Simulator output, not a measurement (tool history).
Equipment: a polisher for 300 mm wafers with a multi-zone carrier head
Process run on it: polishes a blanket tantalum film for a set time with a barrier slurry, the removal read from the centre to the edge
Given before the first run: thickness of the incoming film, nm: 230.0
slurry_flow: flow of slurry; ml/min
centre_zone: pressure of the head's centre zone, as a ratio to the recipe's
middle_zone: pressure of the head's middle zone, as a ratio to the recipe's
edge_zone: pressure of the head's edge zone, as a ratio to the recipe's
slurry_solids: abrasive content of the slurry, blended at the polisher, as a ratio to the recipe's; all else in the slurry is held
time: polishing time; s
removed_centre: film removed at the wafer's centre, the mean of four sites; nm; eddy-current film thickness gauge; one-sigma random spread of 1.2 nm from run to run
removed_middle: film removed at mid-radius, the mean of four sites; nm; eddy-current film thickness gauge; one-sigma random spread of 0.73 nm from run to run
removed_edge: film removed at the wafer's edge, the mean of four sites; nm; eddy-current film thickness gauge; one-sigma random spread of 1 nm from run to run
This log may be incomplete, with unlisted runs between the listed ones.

{"run": 1, "hour": 0.0, "slurry_flow": 205, "centre_zone": 1.0, "middle_zone": 1.0, "edge_zone": 1.0, "slurry_solids": 1.0, "time": 61, "removed_centre": 63.121, "removed_middle": 63.124, "removed_edge": 62.408}
{"run": 2, "hour": 3.9, "slurry_flow": 215, "centre_zone": 1.02, "middle_zone": 1.04, "edge_zone": 1.03, "slurry_solids": 1.1, "time": 63, "removed_centre": 70.338, "removed_middle": 69.413, "removed_edge": 66.731}
{"run": 3, "hour": 10.6, "slurry_flow": 215, "centre_zone": 1.02, "middle_zone": 1.04, "edge_zone": 1.03, "slurry_solids": 1.3, "time": 63, "removed_centre": 71.843, "removed_middle": 71.153, "removed_edge": 68.986}
{"run": 4, "hour": 14.9, "slurry_flow": 215, "centre_zone": 1.02, "middle_zone": 1.04, "edge_zone": 0.94, "slurry_solids": 1.3, "time": 63, "removed_centre": 71.346, "removed_middle": 71.489, "removed_edge": 65.787}
{"hour": 18.6, "done": "edge zone pressure recalibrated"}
{"run": 5, "hour": 18.6, "slurry_flow": 170, "centre_zone": 1.02, "middle_zone": 1.04, "edge_zone": 0.94, "slurry_solids": 1.3, "time": 63, "removed_centre": 69.109, "removed_middle": 70.544, "removed_edge": 69.094}
{"run": 6, "hour": 22.7, "slurry_flow": 170, "centre_zone": 1.03, "middle_zone": 1.07, "edge_zone": 0.95, "slurry_solids": 1.35, "time": 66, "removed_centre": 73.445, "removed_middle": 75.514, "removed_edge": 71.008}
{"run": 7, "hour": 26.9, "slurry_flow": 165, "centre_zone": 1.03, "middle_zone": 1.09, "edge_zone": 0.96, "slurry_solids": 1.4, "time": 69, "removed_centre": 78.415, "removed_middle": 80.178, "removed_edge": 75.313}
{"run": 8, "hour": 27.7, "slurry_flow": 165, "centre_zone": 1.03, "middle_zone": 1.11, "edge_zone": 0.97, "slurry_solids": 1.4, "time": 71, "removed_centre": 79.017, "removed_middle": 82.837, "removed_edge": 78.419}
{"run": 9, "hour": 36.5, "slurry_flow": 170, "centre_zone": 1.03, "middle_zone": 1.13, "edge_zone": 0.97, "slurry_solids": 1.4, "time": 73, "removed_centre": 82.459, "removed_middle": 86.857, "removed_edge": 81.498}
{"run": 10, "hour": 37.9, "slurry_flow": 175, "centre_zone": 1.03, "middle_zone": 1.14, "edge_zone": 0.97, "slurry_solids": 1.4, "time": 74, "removed_centre": 82.837, "removed_middle": 89.505, "removed_edge": 82.141}
{"run": 11, "hour": 40.7, "slurry_flow": 180, "centre_zone": 1.04, "middle_zone": 1.15, "edge_zone": 0.98, "slurry_solids": 1.4, "time": 75, "removed_centre": 86.924, "removed_middle": 91.951, "removed_edge": 82.633}

Predict the results of run 12:
{"run": 12, "hour": 49.1, "slurry_flow": 180, "centre_zone": 1.04, "middle_zone": 1.16, "edge_zone": 0.99, "slurry_solids": 1.4, "time": 76, "removed_centre": "?", "removed_middle": "?", "removed_edge": "?"}

removed_centre: 86.532 nm
removed_middle: 94.229 nm
removed_edge: 87.147 nm
